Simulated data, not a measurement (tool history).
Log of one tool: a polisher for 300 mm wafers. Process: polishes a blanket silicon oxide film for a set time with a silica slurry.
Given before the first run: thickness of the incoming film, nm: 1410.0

run,hour,flow of slurry (ml/min),pressure of the wafer on the pad (psi),speed of the pad under the wafer (m/s),abrasive content of the slurry,polishing time (s),film removed (nm)
1,0,295,2.7,1.5,1,101,246.61
2,1.2,295,2.7,1.5,1,106,253.92
3,2.2,295,2.7,1.76,1,106,290.82
4,4.8,295,2.4,1.74,1,106,252.98
5,11.9,295,2.4,1.74,1,106,255.96
6,20.6,295,2.2,1.72,1,106,232.71

Expected results for the next run?
7,28.1,295,2.1,1.72,1,106,?

Run 7 came out at film removed (nm) 217.11.

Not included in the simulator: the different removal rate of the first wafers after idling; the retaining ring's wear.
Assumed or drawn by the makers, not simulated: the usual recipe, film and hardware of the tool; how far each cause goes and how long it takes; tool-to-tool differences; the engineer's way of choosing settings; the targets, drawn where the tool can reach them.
